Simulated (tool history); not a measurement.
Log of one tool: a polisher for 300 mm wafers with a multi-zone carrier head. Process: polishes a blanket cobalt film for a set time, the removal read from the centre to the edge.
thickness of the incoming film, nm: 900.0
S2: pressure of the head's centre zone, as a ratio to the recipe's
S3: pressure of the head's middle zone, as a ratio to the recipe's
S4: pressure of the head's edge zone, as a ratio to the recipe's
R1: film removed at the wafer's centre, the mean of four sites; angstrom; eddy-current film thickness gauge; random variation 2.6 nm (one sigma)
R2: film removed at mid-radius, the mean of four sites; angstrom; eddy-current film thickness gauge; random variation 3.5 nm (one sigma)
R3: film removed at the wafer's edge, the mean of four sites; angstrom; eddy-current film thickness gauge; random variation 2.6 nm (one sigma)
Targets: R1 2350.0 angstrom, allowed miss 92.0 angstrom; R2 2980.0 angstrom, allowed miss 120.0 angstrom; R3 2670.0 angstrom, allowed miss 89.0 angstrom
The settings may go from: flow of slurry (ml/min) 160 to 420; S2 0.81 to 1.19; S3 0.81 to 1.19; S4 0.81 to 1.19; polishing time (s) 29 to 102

run 1 day=0.000 | flow_of_slurry_(ml/min)=270 S2=1.00 S3=1.00 S4=1.00 polishing_time_(s)=65 | R1=3245.0 R2=3126.2 R3=3360.4
run 2 day=0.046 | flow_of_slurry_(ml/min)=270 S2=1.00 S3=1.00 S4=1.00 polishing_time_(s)=59 | R1=2916.7 R2=2852.6 R3=3050.3
run 3 day=0.283 | flow_of_slurry_(ml/min)=265 S2=0.96 S3=1.03 S4=0.96 polishing_time_(s)=58 | R1=2726.5 R2=2892.8 R3=2893.9
run 4 day=0.533 | flow_of_slurry_(ml/min)=265 S2=0.96 S3=0.99 S4=0.96 polishing_time_(s)=58 | R1=2757.9 R2=2787.3 R3=2897.1
run 5 day=0.562 | flow_of_slurry_(ml/min)=260 S2=0.93 S3=1.01 S4=0.94 polishing_time_(s)=58 | R1=2664.2 R2=2797.7 R3=2927.5
run 6 day=0.900 | flow_of_slurry_(ml/min)=260 S2=0.93 S3=1.01 S4=0.90 polishing_time_(s)=58 | R1=2709.4 R2=2767.2 R3=2790.5
run 7 day=1.271 | flow_of_slurry_(ml/min)=255 S2=0.90 S3=1.04 S4=0.89 polishing_time_(s)=58 | R1=2550.2 R2=2858.3 R3=2807.5
run 8 day=1.325 | flow_of_slurry_(ml/min)=255 S2=0.90 S3=1.04 S4=0.89 polishing_time_(s)=58 | R1=2594.0 R2=2861.8 R3=2828.2

Which of these 4 next moves meets every target?
run A day=1.379 | flow_of_slurry_(ml/min)=210 S2=0.81 S3=1.17 S4=1.05 polishing_time_(s)=56 | R1=? R2=? R3=?
run B day=1.379 | flow_of_slurry_(ml/min)=340 S2=0.94 S3=1.05 S4=0.95 polishing_time_(s)=53 | R1=? R2=? R3=?
run C day=1.379 | flow_of_slurry_(ml/min)=335 S2=0.96 S3=1.16 S4=0.88 polishing_time_(s)=54 | R1=? R2=? R3=?
run D day=1.379 | flow_of_slurry_(ml/min)=315 S2=0.86 S3=1.17 S4=0.88 polishing_time_(s)=54 | R1=? R2=? R3=?

move=A R1=2196.4 R2=2952.9 R3=2842.7
move=B R1=2535.4 R2=2700.8 R3=2654.3
move=C R1=2637.0 R2=2953.0 R3=2605.0
move=D R1=2347.5 R2=2958.6 R3=2594.9
A: takes the result that was furthest off past its target
B: nearer than the last run, and not there yet
C: further off than the last run
D: meets every target
Answer: D
